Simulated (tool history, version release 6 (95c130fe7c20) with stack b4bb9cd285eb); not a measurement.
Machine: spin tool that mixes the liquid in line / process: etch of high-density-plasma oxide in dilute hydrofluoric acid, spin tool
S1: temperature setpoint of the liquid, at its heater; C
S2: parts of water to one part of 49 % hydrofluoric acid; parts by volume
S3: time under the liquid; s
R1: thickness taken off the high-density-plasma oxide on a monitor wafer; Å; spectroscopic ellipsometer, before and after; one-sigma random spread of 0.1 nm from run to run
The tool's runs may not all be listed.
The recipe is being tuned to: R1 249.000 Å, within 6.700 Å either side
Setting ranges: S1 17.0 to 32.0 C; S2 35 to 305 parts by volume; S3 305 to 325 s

Run 1, day 0.000: S1 24.0 C, S2 170 parts by volume, S3 305 s. Result: R1 83.267 Å.
Run 2, day 0.171: S1 24.0 C, S2 200 parts by volume, S3 305 s. Result: R1 69.165 Å.
Run 3, day 0.262: S1 26.0 C, S2 160 parts by volume, S3 305 s. Result: R1 97.045 Å.
Run 4, day 0.388: S1 27.5 C, S2 130 parts by volume, S3 305 s. Result: R1 131.350 Å.
At day 0.750: thermometer replaced.
Run 5, day 0.750: S1 28.5 C, S2 115 parts by volume, S3 305 s. Result: R1 166.760 Å.
Run 6, day 0.900: S1 29.5 C, S2 110 parts by volume, S3 305 s. Result: R1 181.730 Å.
Run 7, day 0.996: S1 30.0 C, S2 105 parts by volume, S3 305 s. Result: R1 195.110 Å.
Run 8, day 1.229: S1 30.5 C, S2 100 parts by volume, S3 305 s. Result: R1 210.680 Å.
Run 9, day 1.417: S1 31.0 C, S2 100 parts by volume, S3 305 s. Result: R1 215.830 Å.
Run 10, day 1.746: S1 31.5 C, S2 95 parts by volume, S3 305 s. Result: R1 231.960 Å.

Exercise: of the 5 proposed moves below, exactly one satisfies all targets within the stated allowed misses. Which move is it?
Run A, day 2.075: S1 32.0 C, S2 100 parts by volume, S3 325 s. Result: R1 ?.
Run B, day 2.075: S1 32.0 C, S2 95 parts by volume, S3 325 s. Result: R1 ?.
Run C, day 2.075: S1 30.0 C, S2 90 parts by volume, S3 305 s. Result: R1 ?.
Run D, day 2.075: S1 31.5 C, S2 105 parts by volume, S3 305 s. Result: R1 ?.
Run E, day 2.075: S1 31.0 C, S2 85 parts by volume, S3 310 s. Result: R1 ?.

move       R1
   A  238.640
   B  253.070
   C  234.330
   D  207.870
   E  263.800
A: closes in on the targets versus the last run, not all within tolerance yet
B: each result inside its tolerance
C: closes in on the targets versus the last run, not all within tolerance yet
D: the biggest miss grows against the last run
E: moves the result that the last run missed by most past its target, out the other side
Correct choice: B, which meets every target

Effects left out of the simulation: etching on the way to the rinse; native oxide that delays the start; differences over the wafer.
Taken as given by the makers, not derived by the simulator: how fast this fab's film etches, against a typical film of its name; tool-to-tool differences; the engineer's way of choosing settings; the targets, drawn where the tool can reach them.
